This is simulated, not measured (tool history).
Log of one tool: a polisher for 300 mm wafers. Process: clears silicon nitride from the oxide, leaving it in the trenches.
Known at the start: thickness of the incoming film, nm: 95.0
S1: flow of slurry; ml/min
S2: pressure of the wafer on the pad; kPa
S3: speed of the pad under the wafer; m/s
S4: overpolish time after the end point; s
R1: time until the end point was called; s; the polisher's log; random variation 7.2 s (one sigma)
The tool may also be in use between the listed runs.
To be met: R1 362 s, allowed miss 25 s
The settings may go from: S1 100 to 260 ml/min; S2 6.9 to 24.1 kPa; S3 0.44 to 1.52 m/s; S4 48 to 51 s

{"run": 1, "hour": 0.0, "S1": 165, "S2": 15.2, "S3": 0.98, "S4": 48, "R1": 141.35}
{"run": 2, "hour": 1.1, "S1": 165, "S2": 15.2, "S3": 0.74, "S4": 48, "R1": 181.81}
{"run": 3, "hour": 9.4, "S1": 165, "S2": 13.8, "S3": 0.72, "S4": 48, "R1": 199.59}
{"run": 4, "hour": 15.9, "S1": 190, "S2": 13.8, "S3": 0.72, "S4": 48, "R1": 201.33}
{"run": 5, "hour": 20.4, "S1": 190, "S2": 15.9, "S3": 0.72, "S4": 48, "R1": 180.82}
{"run": 6, "hour": 21.1, "S1": 190, "S2": 14.5, "S3": 0.68, "S4": 48, "R1": 214.43}
{"run": 7, "hour": 24.5, "S1": 190, "S2": 13.1, "S3": 0.66, "S4": 48, "R1": 236.32}
{"run": 8, "hour": 33.2, "S1": 190, "S2": 12.4, "S3": 0.66, "S4": 48, "R1": 239.32}
{"run": 9, "hour": 36.3, "S1": 190, "S2": 11.7, "S3": 0.64, "S4": 48, "R1": 261.28}
{"run": 10, "hour": 39.5, "S1": 190, "S2": 11, "S3": 0.64, "S4": 48, "R1": 271.22}
{"run": 11, "hour": 41.9, "S1": 190, "S2": 10.3, "S3": 0.64, "S4": 48, "R1": 288.86}
{"run": 12, "hour": 43.6, "S1": 190, "S2": 6.9, "S3": 0.62, "S4": 48, "R1": 417.41}

Which of these 5 next moves meets every target?
{"run": "A", "hour": 45.3, "S1": 185, "S2": 7.6, "S3": 0.46, "S4": 51, "R1": "?"}
{"run": "B", "hour": 45.3, "S1": 170, "S2": 10.3, "S3": 0.52, "S4": 51, "R1": "?"}
{"run": "C", "hour": 45.3, "S1": 245, "S2": 6.9, "S3": 0.52, "S4": 51, "R1": "?"}
{"run": "D", "hour": 45.3, "S1": 160, "S2": 6.9, "S3": 0.58, "S4": 48, "R1": "?"}
{"run": "E", "hour": 45.3, "S1": 235, "S2": 7.6, "S3": 0.44, "S4": 51, "R1": "?"}

move=A R1=505.1
move=B R1=356.54
move=C R1=468.77
move=D R1=443.58
move=E R1=512.93
A: further off than the last run
B: meets every target
C: further off than the last run
D: further off than the last run
E: further off than the last run
Move B is the one to make.

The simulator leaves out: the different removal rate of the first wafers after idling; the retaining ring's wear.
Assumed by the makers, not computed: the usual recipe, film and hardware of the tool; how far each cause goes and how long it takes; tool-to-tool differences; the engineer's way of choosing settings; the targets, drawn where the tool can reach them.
